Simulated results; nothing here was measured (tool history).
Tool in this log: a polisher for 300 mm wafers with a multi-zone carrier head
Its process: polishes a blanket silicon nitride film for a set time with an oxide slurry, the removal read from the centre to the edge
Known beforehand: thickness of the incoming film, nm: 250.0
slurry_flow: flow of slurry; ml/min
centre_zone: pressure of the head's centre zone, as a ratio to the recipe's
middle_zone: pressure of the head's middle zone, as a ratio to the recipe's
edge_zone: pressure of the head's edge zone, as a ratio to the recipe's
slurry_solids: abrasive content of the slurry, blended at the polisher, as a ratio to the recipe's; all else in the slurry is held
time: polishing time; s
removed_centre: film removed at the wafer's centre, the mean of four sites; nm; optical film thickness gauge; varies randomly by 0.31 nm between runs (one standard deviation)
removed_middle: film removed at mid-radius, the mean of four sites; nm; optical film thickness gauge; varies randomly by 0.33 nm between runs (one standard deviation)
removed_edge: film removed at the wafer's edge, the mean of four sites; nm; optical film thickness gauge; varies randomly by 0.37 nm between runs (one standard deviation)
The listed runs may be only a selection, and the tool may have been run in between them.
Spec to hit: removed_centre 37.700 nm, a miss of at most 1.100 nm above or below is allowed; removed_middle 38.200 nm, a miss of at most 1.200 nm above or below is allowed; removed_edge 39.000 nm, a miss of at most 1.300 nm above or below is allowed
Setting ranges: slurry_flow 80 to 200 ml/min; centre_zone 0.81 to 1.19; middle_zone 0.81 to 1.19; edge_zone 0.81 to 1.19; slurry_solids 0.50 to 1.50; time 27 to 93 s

run	hour	slurry_flow	centre_zone	middle_zone	edge_zone	slurry_solids	time	removed_centre	removed_middle	removed_edge
1	0.0	130	1.00	1.00	1.00	1.00	59	29.892	30.441	29.972
2	7.8	130	1.00	0.97	1.00	1.00	59	29.683	29.549	29.891
3	10.3	130	1.03	0.97	1.00	1.00	59	30.881	29.556	30.168
4	14.8	140	1.03	1.00	1.06	1.10	59	31.898	31.961	32.690
5	22.5	140	1.03	1.00	1.06	1.30	59	33.646	33.218	34.279
6	25.6	140	0.95	1.00	1.06	1.30	59	31.706	33.465	33.822
7	30.7	155	0.98	1.01	1.09	1.35	59	33.716	34.497	35.806
8	38.9	165	1.00	1.03	1.10	1.35	59	34.780	36.113	35.773
9	44.6	170	1.01	1.03	1.13	1.40	59	35.389	35.850	37.341
10	52.1	175	1.02	1.04	1.14	1.40	59	35.872	36.505	36.309
11	54.5	175	1.01	1.04	1.14	1.45	59	36.567	37.218	37.413
12	56.6	180	1.01	1.04	1.15	1.45	59	35.889	36.838	38.543

Which single option among these 5 for the next run brings every result within its allowed miss of target? Just one does.
A	58.7	135	0.96	1.12	1.16	1.50	60	?	?	?
B	58.7	195	1.05	0.97	1.19	1.40	56	?	?	?
C	58.7	175	0.92	1.07	1.14	1.45	62	?	?	?
D	58.7	200	0.92	1.00	1.19	1.50	58	?	?	?
E	58.7	195	0.99	1.01	1.08	1.50	61	?	?	?

move	removed_centre	removed_middle	removed_edge
A	33.175	38.519	37.718
B	35.414	33.430	36.873
C	34.716	39.938	39.748
D	33.566	36.382	39.037
E	37.411	38.434	38.946
A: moves away from the targets compared with the last run
B: moves away from the targets compared with the last run
C: moves away from the targets compared with the last run
D: moves away from the targets compared with the last run
E: hits every target within its allowed miss
Correct choice: E, which meets every target
